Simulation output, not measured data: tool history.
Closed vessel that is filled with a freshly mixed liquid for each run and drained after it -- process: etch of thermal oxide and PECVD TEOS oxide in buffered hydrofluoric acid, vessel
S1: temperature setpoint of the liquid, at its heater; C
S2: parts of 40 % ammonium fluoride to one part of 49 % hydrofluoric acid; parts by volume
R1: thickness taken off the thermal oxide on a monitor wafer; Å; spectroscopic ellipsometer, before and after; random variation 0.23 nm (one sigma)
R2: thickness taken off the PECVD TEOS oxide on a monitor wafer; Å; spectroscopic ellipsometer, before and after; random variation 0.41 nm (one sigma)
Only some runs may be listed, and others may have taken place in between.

run 1 hour=0 | S1=24 S2=21.5 time_in_the_liquid_(s)=70 | R1=357.86 R2=745.6
run 2 hour=5.6 | S1=25.5 S2=21.5 time_in_the_liquid_(s)=70 | R1=384.85 R2=808.68
run 3 hour=8.8 | S1=26 S2=21.5 time_in_the_liquid_(s)=70 | R1=395.56 R2=836.74
run 4 hour=14.6 | S1=26.5 S2=21.5 time_in_the_liquid_(s)=70 | R1=407.77 R2=855.58
run 5 hour=15.9 | S1=26.5 S2=25.5 time_in_the_liquid_(s)=70 | R1=362.81 R2=760.41
run 6 hour=18.2 | S1=26.5 S2=25.5 time_in_the_liquid_(s)=90 | R1=465.73 R2=977.97

Predict the results of run 7:
run 7 hour=25 | S1=26 S2=25.5 time_in_the_liquid_(s)=90 | R1=? R2=?

{"run 7": {"R1": 448.47, "R2": 957.93}}
